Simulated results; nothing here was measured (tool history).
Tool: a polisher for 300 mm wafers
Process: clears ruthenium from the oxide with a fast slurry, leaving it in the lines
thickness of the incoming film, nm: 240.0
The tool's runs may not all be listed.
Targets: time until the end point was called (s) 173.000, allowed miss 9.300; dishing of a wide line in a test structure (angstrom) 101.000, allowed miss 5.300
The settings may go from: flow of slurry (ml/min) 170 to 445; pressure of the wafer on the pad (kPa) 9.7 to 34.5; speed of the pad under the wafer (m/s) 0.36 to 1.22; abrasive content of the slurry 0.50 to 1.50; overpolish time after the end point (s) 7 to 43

run  hour  flow of slurry (ml/min)  pressure of the wafer on the pad (kPa)  speed of the pad under the wafer (m/s)  abrasive content of the slurry  overpolish time after the end point (s)  time until the end point was called (s)  dishing of a wide line in a test structure (angstrom)
  1   0.0                      285                                    22.1                                    0.78                            1.00                                       22                                   62.579                                                446.270
  2   9.0                      345                                    22.1                                    0.78                            1.00                                       22                                   61.429                                                466.170
  3  11.3                      295                                    18.6                                    0.66                            0.90                                       18                                   86.611                                                340.350
  4  12.0                      295                                    18.6                                    0.66                            0.80                                       18                                   92.987                                                324.390
  5  16.4                      295                                    18.6                                    0.76                            0.80                                       18                                   81.145                                                352.820
  6  20.4                      260                                    16.5                                    0.66                            0.70                                       15                                  109.580                                                244.360
  7  27.8                      235                                    14.5                                    0.64                            0.65                                       13                                  129.630                                                202.150
  8  28.9                      170                                     9.7                                    0.58                            0.50                                        7                                  248.260                                                 63.946
  9  35.2                      185                                    10.3                                    0.60                            0.50                                        7                                  210.800                                                 71.190
 10  38.8                      210                                    10.3                                    0.60                            0.50                                        7                                  214.970                                                 70.756

Which of these 4 next moves meets every target?
  A  42.4                      170                                    13.1                                    0.56                            0.60                                        7                                        ?                                                      ?
  B  42.4                      225                                     9.7                                    0.84                            0.50                                        9                                        ?                                                      ?
  C  42.4                      190                                    11.0                                    0.70                            0.55                                        9                                        ?                                                      ?
  D  42.4                      175                                    13.8                                    0.58                            0.50                                        8                                        ?                                                      ?

move  time until the end point was called (s)  dishing of a wide line in a test structure (angstrom)
   A                                  171.300                                                 88.432
   B                                  165.750                                                114.490
   C                                  169.400                                                112.280
   D                                  168.730                                                101.310
A: nearer than the last run, and not there yet
B: takes the result that was furthest off past its target
C: takes the result that was furthest off past its target
D: meets every target
Answer: D
